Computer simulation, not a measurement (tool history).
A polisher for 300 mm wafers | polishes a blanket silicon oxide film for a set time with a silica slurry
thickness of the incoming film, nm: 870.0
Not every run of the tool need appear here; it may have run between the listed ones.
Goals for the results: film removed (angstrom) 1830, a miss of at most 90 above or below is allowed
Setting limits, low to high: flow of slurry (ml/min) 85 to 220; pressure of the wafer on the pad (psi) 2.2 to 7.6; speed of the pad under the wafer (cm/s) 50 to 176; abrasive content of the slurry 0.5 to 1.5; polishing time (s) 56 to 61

run,day,flow of slurry (ml/min),pressure of the wafer on the pad (psi),speed of the pad under the wafer (cm/s),abrasive content of the slurry,polishing time (s),film removed (angstrom)
1,0,140,4.9,112,1,61,2620.4
2,0.096,140,4.9,112,0.8,61,2440.7
3,0.425,140,4.6,112,0.8,61,2234.8
4,0.725,140,4.6,112,1,61,2426.1
5,0.767,140,4.3,112,1,61,2262.9
6,0.962,140,4.1,112,1,61,2192.1
7,1.104,135,3.1,110,1,61,1619.5
8,1.304,140,3.2,110,1,61,1718.9

Exactly one of the 5 candidate moves below puts every result within its allowed miss. Which one?
A,1.504,145,3.7,118,0.95,56,?
B,1.504,120,3.8,108,1.2,61,?
C,1.504,185,3.8,60,1.1,56,?
D,1.504,100,3.9,104,1.25,61,?
E,1.504,145,3.3,108,1,56,?

move,film removed (angstrom)
A,1876.6
B,2106.9
C,1503.4
D,2085.1
E,1631.9
A: in spec on every target
B: the result that was furthest off in the last run now lies on the other side of its target
C: lands further from the targets than the last run did
D: the result that was furthest off in the last run now lies on the other side of its target
E: lands further from the targets than the last run did
The move that meets every target is A.
